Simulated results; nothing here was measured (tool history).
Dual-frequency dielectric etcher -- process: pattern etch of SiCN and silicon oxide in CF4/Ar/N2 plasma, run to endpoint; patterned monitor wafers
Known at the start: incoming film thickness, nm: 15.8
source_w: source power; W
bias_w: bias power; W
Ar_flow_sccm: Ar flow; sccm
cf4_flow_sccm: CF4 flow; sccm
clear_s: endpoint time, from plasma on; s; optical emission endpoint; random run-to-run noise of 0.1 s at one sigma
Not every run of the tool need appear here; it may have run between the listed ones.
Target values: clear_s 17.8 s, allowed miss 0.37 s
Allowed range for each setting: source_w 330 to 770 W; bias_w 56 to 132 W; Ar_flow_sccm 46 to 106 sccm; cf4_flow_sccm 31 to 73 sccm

run 1 hour=0 | source_w=550 bias_w=94 Ar_flow_sccm=76 cf4_flow_sccm=52 | clear_s=14.187
run 2 hour=1.6 | source_w=520 bias_w=94 Ar_flow_sccm=76 cf4_flow_sccm=52 | clear_s=14.792
run 3 hour=4.3 | source_w=520 bias_w=94 Ar_flow_sccm=84 cf4_flow_sccm=52 | clear_s=15.207
run 4 hour=10.6 | source_w=500 bias_w=94 Ar_flow_sccm=84 cf4_flow_sccm=52 | clear_s=15.541
run 5 hour=14.1 | source_w=480 bias_w=94 Ar_flow_sccm=84 cf4_flow_sccm=52 | clear_s=16.169
run 6 hour=16.1 | source_w=480 bias_w=94 Ar_flow_sccm=73 cf4_flow_sccm=52 | clear_s=15.856
run 7 hour=21.5 | source_w=470 bias_w=94 Ar_flow_sccm=73 cf4_flow_sccm=52 | clear_s=16.191
-- hour=29 wet clean of the chamber
run 8 hour=29 | source_w=470 bias_w=94 Ar_flow_sccm=73 cf4_flow_sccm=52 | clear_s=15.598

Which single option among these 4 for the next run brings every result within its allowed miss of target? Just one does.
run A hour=36.5 | source_w=540 bias_w=98 Ar_flow_sccm=81 cf4_flow_sccm=52 | clear_s=?
run B hour=36.5 | source_w=430 bias_w=88 Ar_flow_sccm=69 cf4_flow_sccm=47 | clear_s=?
run C hour=36.5 | source_w=440 bias_w=81 Ar_flow_sccm=68 cf4_flow_sccm=50 | clear_s=?
run D hour=36.5 | source_w=420 bias_w=79 Ar_flow_sccm=81 cf4_flow_sccm=51 | clear_s=?

move=A clear_s=14.022
move=B clear_s=16.881
move=C clear_s=16.837
move=D clear_s=17.882
A: moves away from the targets compared with the last run
B: better than the last run, though not everything is in spec
C: better than the last run, though not everything is in spec
D: all results land within tolerance of their targets
So the answer is move D, the one that meets all the targets.

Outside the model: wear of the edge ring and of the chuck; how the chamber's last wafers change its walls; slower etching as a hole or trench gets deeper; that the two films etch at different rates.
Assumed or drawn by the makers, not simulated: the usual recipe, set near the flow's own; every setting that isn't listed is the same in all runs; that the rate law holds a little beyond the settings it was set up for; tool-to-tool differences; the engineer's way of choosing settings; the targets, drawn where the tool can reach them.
